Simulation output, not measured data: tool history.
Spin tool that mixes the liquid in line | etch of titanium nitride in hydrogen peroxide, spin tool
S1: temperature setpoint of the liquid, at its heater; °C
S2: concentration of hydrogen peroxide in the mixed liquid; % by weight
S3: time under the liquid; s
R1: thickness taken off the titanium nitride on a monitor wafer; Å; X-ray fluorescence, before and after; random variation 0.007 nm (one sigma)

run 1 hour=0.0 | S1=44.0 S2=21.5 S3=65 | R1=28.915
run 2 hour=6.5 | S1=49.5 S2=21.5 S3=65 | R1=43.014
run 3 hour=15.4 | S1=53.5 S2=21.5 S3=65 | R1=57.497
run 4 hour=23.4 | S1=53.5 S2=21.5 S3=50 | R1=44.155
run 5 hour=26.7 | S1=58.5 S2=21.5 S3=50 | R1=62.713
run 6 hour=29.7 | S1=60.0 S2=21.5 S3=50 | R1=69.427
run 7 hour=37.5 | S1=50.5 S2=18.0 S3=50 | R1=34.275
run 8 hour=44.2 | S1=44.0 S2=18.0 S3=50 | R1=21.231

Run 9 comes next. What will it give?
run 9 hour=48.1 | S1=40.5 S2=18.0 S3=50 | R1=?

R1: 16.339 Å
